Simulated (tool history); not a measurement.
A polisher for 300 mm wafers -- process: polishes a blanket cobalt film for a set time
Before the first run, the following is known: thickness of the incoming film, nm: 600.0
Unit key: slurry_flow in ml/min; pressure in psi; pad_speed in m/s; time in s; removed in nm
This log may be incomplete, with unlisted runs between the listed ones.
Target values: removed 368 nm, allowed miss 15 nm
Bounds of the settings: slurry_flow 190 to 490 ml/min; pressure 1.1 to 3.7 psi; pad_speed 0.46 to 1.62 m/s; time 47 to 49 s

| run | hour | slurry_flow | pressure | pad_speed | time | removed |
|---|---|---|---|---|---|---|
| 1 | 0 | 315 | 2.4 | 1.04 | 47 | 297.5 |
| 2 | 0.7 | 285 | 2.4 | 1.04 | 47 | 288.69 |
| 3 | 4.6 | 285 | 2 | 1.04 | 47 | 242.67 |
| 4 | 10.1 | 285 | 2 | 1.04 | 47 | 246.41 |
| 5 | 18 | 240 | 2 | 1.04 | 47 | 240.35 |
| 6 | 22.1 | 240 | 2.2 | 1.04 | 47 | 259.99 |
| 7 | 30.4 | 245 | 2.3 | 1.04 | 47 | 271.53 |
| 8 | 32.6 | 245 | 2.9 | 1.06 | 47 | 352.53 |

4 next moves are on the table. One of them brings every result within its allowed miss. Which?
| A | 34.8 | 215 | 3.2 | 0.92 | 47 | ? |
| B | 34.8 | 255 | 2.4 | 1.16 | 48 | ? |
| C | 34.8 | 190 | 2.9 | 1.18 | 47 | ? |
| D | 34.8 | 255 | 2.9 | 0.92 | 49 | ? |

| move | removed |
|---|---|
| A | 324.68 |
| B | 320.94 |
| C | 368.14 |
| D | 314.55 |
A: its largest miss is bigger than the last run's
B: its largest miss is bigger than the last run's
C: in spec on every target
D: its largest miss is bigger than the last run's
The move that meets every target is C.
